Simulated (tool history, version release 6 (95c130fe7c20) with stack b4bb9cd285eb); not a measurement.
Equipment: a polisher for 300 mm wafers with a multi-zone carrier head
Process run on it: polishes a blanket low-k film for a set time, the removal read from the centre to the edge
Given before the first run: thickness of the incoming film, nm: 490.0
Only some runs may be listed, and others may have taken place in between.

| run | hour | flow of slurry (ml/min) | pressure of the head's centre zone | pressure of the head's middle zone | pressure of the head's edge zone | abrasive content of the slurry | polishing time (s) | film removed at the wafer's centre (Å) | film removed at mid-radius (Å) | film removed at the wafer's edge (Å) |
|---|---|---|---|---|---|---|---|---|---|---|
| 1 | 0 | 185 | 1 | 1 | 1 | 1 | 89 | 224.1 | 229.63 | 229.21 |
| 2 | 8.6 | 195 | 1.04 | 1.02 | 1.03 | 1.15 | 90 | 238.52 | 249.99 | 246.25 |
| 3 | 16.8 | 195 | 1.1 | 1.02 | 1.03 | 1.15 | 90 | 253.2 | 249.7 | 241.23 |
| 4 | 21.8 | 200 | 1.12 | 1.01 | 1.04 | 1.25 | 93 | 270.06 | 267.16 | 263.49 |
| 5 | 30.3 | 245 | 1.12 | 1.01 | 1.04 | 1.25 | 93 | 281.96 | 274.14 | 263.01 |
| 6 | 38.9 | 245 | 1.12 | 0.95 | 1.04 | 1.25 | 93 | 274.73 | 262.84 | 269.25 |
| 7 | 42.6 | 245 | 1.14 | 0.96 | 1.04 | 1.35 | 94 | 292.06 | 270.23 | 273.37 |

Run 8 is up next; what results do you expect?
| 8 | 50.6 | 245 | 1.14 | 0.98 | 1.06 | 1.4 | 95 | ? | ? | ? |

{"run 8": {"film removed at the wafer's centre (Å)": 298.05, "film removed at mid-radius (Å)": 280.24, "film removed at the wafer's edge (Å)": 280.78}}
